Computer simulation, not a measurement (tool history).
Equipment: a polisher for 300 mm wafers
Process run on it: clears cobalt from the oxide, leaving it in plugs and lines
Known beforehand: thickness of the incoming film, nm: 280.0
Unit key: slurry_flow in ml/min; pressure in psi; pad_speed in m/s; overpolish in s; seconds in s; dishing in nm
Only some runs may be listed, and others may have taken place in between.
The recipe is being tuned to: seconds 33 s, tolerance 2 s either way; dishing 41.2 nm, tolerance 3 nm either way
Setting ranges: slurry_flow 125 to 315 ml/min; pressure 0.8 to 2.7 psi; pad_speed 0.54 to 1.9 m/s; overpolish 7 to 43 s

Run 1, hour 0: slurry_flow 205 ml/min, pressure 1.7 psi, pad_speed 1.22 m/s, overpolish 22 s. Result: seconds 52.741 s, dishing 42.655 nm.
Run 2, hour 5.1: slurry_flow 205 ml/min, pressure 1.7 psi, pad_speed 1.22 m/s, overpolish 15 s. Result: seconds 50.73 s, dishing 38.36 nm.
Run 3, hour 12.4: slurry_flow 205 ml/min, pressure 2.1 psi, pad_speed 1.22 m/s, overpolish 15 s. Result: seconds 43.552 s, dishing 39.958 nm.
Run 4, hour 21.4: slurry_flow 205 ml/min, pressure 2.2 psi, pad_speed 1.24 m/s, overpolish 14 s. Result: seconds 42.737 s, dishing 40.452 nm.
Run 5, hour 24.4: slurry_flow 205 ml/min, pressure 1.8 psi, pad_speed 1.24 m/s, overpolish 14 s. Result: seconds 47.526 s, dishing 37.516 nm.
Run 6, hour 33.1: slurry_flow 205 ml/min, pressure 2 psi, pad_speed 1.28 m/s, overpolish 13 s. Result: seconds 45.308 s, dishing 37.027 nm.
Run 7, hour 38.5: slurry_flow 205 ml/min, pressure 2.2 psi, pad_speed 1.32 m/s, overpolish 13 s. Result: seconds 39.982 s, dishing 38.746 nm.
Run 8, hour 47.2: slurry_flow 205 ml/min, pressure 2.3 psi, pad_speed 1.34 m/s, overpolish 13 s. Result: seconds 38.58 s, dishing 40.78 nm.
Run 9, hour 49.6: slurry_flow 205 ml/min, pressure 2.4 psi, pad_speed 1.36 m/s, overpolish 12 s. Result: seconds 36.235 s, dishing 39.417 nm.

Pick the move, out of 5, that brings all results within their allowed miss; only one does.
Run A, hour 52: slurry_flow 175 ml/min, pressure 2.3 psi, pad_speed 1.24 m/s, overpolish 15 s. Result: seconds ?, dishing ?.
Run B, hour 52: slurry_flow 215 ml/min, pressure 2.3 psi, pad_speed 1.1 m/s, overpolish 12 s. Result: seconds ?, dishing ?.
Run C, hour 52: slurry_flow 225 ml/min, pressure 2.6 psi, pad_speed 1.46 m/s, overpolish 12 s. Result: seconds ?, dishing ?.
Run D, hour 52: slurry_flow 200 ml/min, pressure 2.7 psi, pad_speed 1.64 m/s, overpolish 7 s. Result: seconds ?, dishing ?.
Run E, hour 52: slurry_flow 205 ml/min, pressure 2.4 psi, pad_speed 1.34 m/s, overpolish 8 s. Result: seconds ?, dishing ?.

move  seconds  dishing
   A   42.141    41.39
   B   44.308   37.074
   C    32.98   41.646
   D   29.865   34.483
   E   37.782   32.699
A: misses by more than the last run did
B: misses by more than the last run did
C: each result inside its tolerance
D: takes the biggest miss from the last run beyond its target
E: misses by more than the last run did
The move that meets every target is C.
